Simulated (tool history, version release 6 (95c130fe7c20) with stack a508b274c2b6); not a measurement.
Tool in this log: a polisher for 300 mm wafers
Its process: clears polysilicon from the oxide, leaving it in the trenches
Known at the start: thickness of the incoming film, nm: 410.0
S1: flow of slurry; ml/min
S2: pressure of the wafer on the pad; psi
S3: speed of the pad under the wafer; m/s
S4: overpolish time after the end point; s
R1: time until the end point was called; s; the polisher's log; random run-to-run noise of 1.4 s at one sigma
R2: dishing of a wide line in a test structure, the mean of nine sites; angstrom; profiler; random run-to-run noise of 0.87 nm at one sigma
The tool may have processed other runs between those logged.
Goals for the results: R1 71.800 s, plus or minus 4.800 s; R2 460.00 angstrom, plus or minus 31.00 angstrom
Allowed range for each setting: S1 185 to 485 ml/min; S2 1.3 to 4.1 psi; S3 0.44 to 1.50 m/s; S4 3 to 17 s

run	day	S1	S2	S3	S4	R1	R2
1	0.000	310	2.7	0.96	9	30.692	554.18
2	0.104	310	2.7	1.18	9	25.298	564.62
3	0.225	305	2.4	1.06	9	31.016	543.80
4	0.296	365	2.4	1.06	9	29.722	548.22
5	0.342	355	2.2	0.94	9	37.328	507.58
6	0.567	350	2.0	0.88	10	43.377	492.42
7	0.925	345	1.9	0.84	11	48.060	502.87
8	0.958	345	1.8	0.82	11	51.212	500.49
9	1.275	345	1.7	0.80	11	56.435	468.70
10	1.462	340	1.6	0.80	11	60.936	439.60
11	1.700	340	1.6	0.80	11	58.280	452.52
12	1.792	335	1.5	0.78	12	62.356	455.86
13	2.117	335	1.5	0.76	12	67.069	449.97
14	2.221	335	1.5	0.76	12	63.033	454.93

Which one of the following 4 next-run settings gets every result inside its allowed miss? There is exactly one.
A	2.325	360	1.4	0.76	14	?	?
B	2.325	350	1.4	1.04	10	?	?
C	2.325	325	1.6	0.80	12	?	?
D	2.325	370	1.9	0.68	14	?	?

move	R1	R2
A	70.258	460.59
B	51.987	452.83
C	59.445	463.42
D	58.343	499.65
A: in spec on every target
B: moves away from the targets compared with the last run
C: moves away from the targets compared with the last run
D: moves away from the targets compared with the last run
So the answer is move A, the one that meets all the targets.

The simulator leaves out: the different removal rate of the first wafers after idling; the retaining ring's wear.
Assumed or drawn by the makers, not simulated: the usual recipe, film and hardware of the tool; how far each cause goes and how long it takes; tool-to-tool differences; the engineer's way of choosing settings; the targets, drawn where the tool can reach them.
